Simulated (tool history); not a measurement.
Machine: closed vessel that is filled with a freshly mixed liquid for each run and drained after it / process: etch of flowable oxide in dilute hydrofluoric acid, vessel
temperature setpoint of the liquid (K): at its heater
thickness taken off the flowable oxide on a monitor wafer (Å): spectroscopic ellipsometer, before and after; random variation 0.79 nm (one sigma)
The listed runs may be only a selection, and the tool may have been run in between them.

run	hour	temperature setpoint of the liquid (K)	parts of water to one part of 49 % hydrofluoric acid (parts by volume)	time in the liquid (s)	thickness taken off the flowable oxide on a monitor wafer (Å)
1	0.0	299.15	45	100	740.10
2	3.8	300.15	45	100	766.42
3	11.7	300.65	45	100	792.53
4	20.5	300.65	35	100	1029.10
5	24.3	301.15	35	100	1061.10
6	30.4	301.65	35	100	1072.30
7	34.5	302.15	35	100	1093.80
8	38.6	302.65	35	100	1116.10

Run 9 comes next. What will it give?
9	47.3	302.65	35	100	?

Run 9 produced thickness taken off the flowable oxide on a monitor wafer (Å) 1111.40.

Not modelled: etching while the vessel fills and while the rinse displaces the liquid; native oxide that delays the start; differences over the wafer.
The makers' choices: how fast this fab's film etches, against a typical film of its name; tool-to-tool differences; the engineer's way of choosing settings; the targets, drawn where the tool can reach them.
